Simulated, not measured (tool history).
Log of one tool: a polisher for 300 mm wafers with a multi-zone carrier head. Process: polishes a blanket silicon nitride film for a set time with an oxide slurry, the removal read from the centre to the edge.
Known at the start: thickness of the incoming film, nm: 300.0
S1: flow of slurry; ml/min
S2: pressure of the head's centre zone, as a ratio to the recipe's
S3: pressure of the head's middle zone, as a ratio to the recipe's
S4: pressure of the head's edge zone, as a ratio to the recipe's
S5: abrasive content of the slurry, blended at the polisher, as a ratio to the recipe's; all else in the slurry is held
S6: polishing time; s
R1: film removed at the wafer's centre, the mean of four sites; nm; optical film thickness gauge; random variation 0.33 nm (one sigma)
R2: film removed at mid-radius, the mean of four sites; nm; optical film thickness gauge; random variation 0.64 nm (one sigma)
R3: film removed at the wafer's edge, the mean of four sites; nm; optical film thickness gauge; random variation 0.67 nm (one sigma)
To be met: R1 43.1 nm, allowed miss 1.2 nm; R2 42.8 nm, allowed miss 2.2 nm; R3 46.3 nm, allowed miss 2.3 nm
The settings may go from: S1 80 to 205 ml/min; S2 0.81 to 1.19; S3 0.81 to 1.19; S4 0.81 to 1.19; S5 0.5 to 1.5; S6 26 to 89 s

run,hour,S1,S2,S3,S4,S5,S6,R1,R2,R3
1,0,135,1,1,1,1,57,49.684,48.767,49.353
2,8.5,135,1,0.93,1,1,57,49.86,45.85,49.84
3,14.8,135,1,0.93,1,1,65,56.402,52.278,55.915
4,22.1,135,1,0.86,1,1,65,56.665,49.696,55.044
5,25.8,125,0.96,0.85,0.97,0.95,65,52.693,48.105,54.323
6,29.5,125,0.96,0.89,0.97,0.95,65,52.567,49.376,54.923
7,32.9,130,0.95,0.9,0.95,0.85,64,49.533,48.407,51.666
8,34.9,125,0.94,0.89,0.94,0.8,64,47.87,44.26,49.015
9,42.2,120,0.93,0.9,0.92,0.8,64,46.547,44.475,49.736
10,49.3,120,0.93,0.91,0.92,0.75,64,45.851,45.328,48.022
11,56.6,95,0.91,0.89,0.9,0.75,64,41.665,39.86,44.924

5 next moves are on the table. One of them brings every result within its allowed miss. Which?
A,63.9,120,0.91,0.9,0.93,0.65,65,?,?,?
B,63.9,135,0.9,1.12,0.81,0.65,59,?,?,?
C,63.9,150,0.92,0.99,0.88,0.8,59,?,?,?
D,63.9,150,0.92,1.11,0.81,0.65,57,?,?,?
E,63.9,80,0.88,0.93,0.89,0.9,65,?,?,?

move,R1,R2,R3
A,43.44,41.611,46.272
B,40.411,46.264,40.167
C,45.478,46.131,45.657
D,40.864,45.396,39.449
E,40.285,41.697,46.37
A: meets every target
B: takes the result that was furthest off past its target
C: takes the result that was furthest off past its target
D: takes the result that was furthest off past its target
E: brings the result that was furthest off to its target, and leaves another outside
Move A is the one to make.
